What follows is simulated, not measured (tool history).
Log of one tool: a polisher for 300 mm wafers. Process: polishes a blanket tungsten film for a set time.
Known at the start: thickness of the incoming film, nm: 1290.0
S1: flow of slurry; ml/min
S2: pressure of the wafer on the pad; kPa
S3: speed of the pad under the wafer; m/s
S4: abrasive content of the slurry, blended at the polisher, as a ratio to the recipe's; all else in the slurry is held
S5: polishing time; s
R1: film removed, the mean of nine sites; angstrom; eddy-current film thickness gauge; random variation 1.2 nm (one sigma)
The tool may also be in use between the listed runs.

run 1 hour=0 | S1=250 S2=29.6 S3=1.04 S4=1 S5=38 | R1=2441.2
run 2 hour=5.4 | S1=250 S2=29.6 S3=1.04 S4=1 S5=38 | R1=2434
run 3 hour=12.3 | S1=250 S2=28.3 S3=1.04 S4=1 S5=38 | R1=2341.8
run 4 hour=19 | S1=250 S2=26.9 S3=1.04 S4=1 S5=38 | R1=2171.3
run 5 hour=24.2 | S1=190 S2=26.9 S3=1.04 S4=1 S5=38 | R1=2134.5
run 6 hour=27.9 | S1=190 S2=26.9 S3=1.04 S4=0.9 S5=38 | R1=2064.8
run 7 hour=33.3 | S1=190 S2=25.5 S3=1.04 S4=0.9 S5=38 | R1=1949.1
run 8 hour=34.3 | S1=190 S2=24.8 S3=1.04 S4=0.9 S5=38 | R1=1912.8
run 9 hour=39.8 | S1=190 S2=24.1 S3=1.04 S4=0.9 S5=38 | R1=1805.5
run 10 hour=40.8 | S1=190 S2=23.4 S3=1.04 S4=0.9 S5=38 | R1=1798.3
run 11 hour=49.7 | S1=190 S2=22.8 S3=1.04 S4=0.9 S5=38 | R1=1757.8
run 12 hour=53.1 | S1=190 S2=22.1 S3=1.04 S4=0.9 S5=38 | R1=1707.2
run 13 hour=60.6 | S1=190 S2=21.4 S3=1.04 S4=0.9 S5=38 | R1=1629.4
run 14 hour=67.8 | S1=185 S2=16.5 S3=1.04 S4=0.9 S5=38 | R1=1299.7

Run 15 comes next. What will it give?
run 15 hour=68.8 | S1=185 S2=17.2 S3=1.04 S4=0.9 S5=38 | R1=?

Run 15 gave R1 1315.7 angstrom.
